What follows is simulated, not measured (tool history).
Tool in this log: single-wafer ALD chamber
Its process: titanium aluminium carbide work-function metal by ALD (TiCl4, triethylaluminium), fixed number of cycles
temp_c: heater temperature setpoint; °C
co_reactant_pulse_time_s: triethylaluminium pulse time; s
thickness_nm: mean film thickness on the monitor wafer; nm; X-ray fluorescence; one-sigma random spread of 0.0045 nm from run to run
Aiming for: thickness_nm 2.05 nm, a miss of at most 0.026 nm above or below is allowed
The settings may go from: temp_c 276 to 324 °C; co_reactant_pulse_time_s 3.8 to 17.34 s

run	day	temp_c	co_reactant_pulse_time_s	thickness_nm
1	0	300	10.57	1.9322
2	0.25	303	10.76	1.9618
3	0.342	305	10.9	1.9904
4	0.625	297	10.9	1.9105
5	0.9	301	10.9	1.9409
6	1.208	303	11.05	1.9791
7	1.296	304	11.11	1.9809
8	1.521	306	11.2	1.9921
9	1.588	307	11.31	2.006
10	1.838	308	11.39	2.0139

Which of these 4 next moves meets every target?
A	2.088	311	11.8	?
B	2.088	307	9.68	?
C	2.088	306	11.02	?
D	2.088	302	12.27	?

move	thickness_nm
A	2.0477
B	1.9761
C	1.9903
D	1.9671
A: in spec on every target
B: misses by more than the last run did
C: misses by more than the last run did
D: misses by more than the last run did
A is the move that brings every result within its allowed miss.
